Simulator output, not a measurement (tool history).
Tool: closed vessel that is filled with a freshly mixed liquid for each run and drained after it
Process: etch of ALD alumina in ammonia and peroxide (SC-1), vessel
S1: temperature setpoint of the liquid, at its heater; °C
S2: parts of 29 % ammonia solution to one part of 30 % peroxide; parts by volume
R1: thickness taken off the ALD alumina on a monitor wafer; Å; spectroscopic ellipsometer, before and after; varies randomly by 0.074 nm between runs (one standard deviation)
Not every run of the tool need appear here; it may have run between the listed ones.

run 1 day=0.000 | S1=57.0 S2=0.65 time_in_the_liquid_(s)=220 | R1=116.380
run 2 day=0.029 | S1=56.0 S2=0.65 time_in_the_liquid_(s)=220 | R1=108.930
run 3 day=0.371 | S1=56.0 S2=0.65 time_in_the_liquid_(s)=155 | R1=79.157
run 4 day=0.421 | S1=56.0 S2=0.65 time_in_the_liquid_(s)=155 | R1=77.296
run 5 day=0.750 | S1=56.5 S2=0.65 time_in_the_liquid_(s)=155 | R1=79.985
run 6 day=1.083 | S1=57.0 S2=0.65 time_in_the_liquid_(s)=155 | R1=82.127

Run 7 is up next; what results do you expect?
run 7 day=1.408 | S1=57.5 S2=0.65 time_in_the_liquid_(s)=155 | R1=?

R1: 83.555 Å
